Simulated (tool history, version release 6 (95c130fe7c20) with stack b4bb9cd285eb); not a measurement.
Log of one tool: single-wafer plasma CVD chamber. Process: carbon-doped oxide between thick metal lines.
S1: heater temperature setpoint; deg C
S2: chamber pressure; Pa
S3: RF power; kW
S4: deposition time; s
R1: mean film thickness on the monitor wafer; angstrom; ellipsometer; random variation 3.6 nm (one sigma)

| run | hour | S1 | S2 | S3 | S4 | R1 |
|---|---|---|---|---|---|---|
| 1 | 0 | 335 | 647 | 0.43 | 244 | 9739.3 |
| 2 | 3.9 | 327 | 647 | 0.43 | 244 | 10042 |
| 3 | 8.1 | 333 | 584 | 0.405 | 244 | 9184.5 |
| 4 | 9 | 338 | 529 | 0.395 | 244 | 8738.5 |
| 5 | 13.3 | 338 | 612 | 0.395 | 244 | 8836.8 |
| 6 | 20.2 | 338 | 612 | 0.395 | 244 | 8824.3 |
| 7 | 26.7 | 343 | 585 | 0.39 | 244 | 8603.4 |
| 8 | 34.9 | 343 | 585 | 0.39 | 244 | 8495.6 |
| 9 | 39.3 | 354 | 456 | 0.36 | 244 | 7443.3 |

Forecast run 10:
| 10 | 46 | 353 | 461 | 0.36 | 244 | ? |

Run 10 gave R1 7453.3 angstrom.
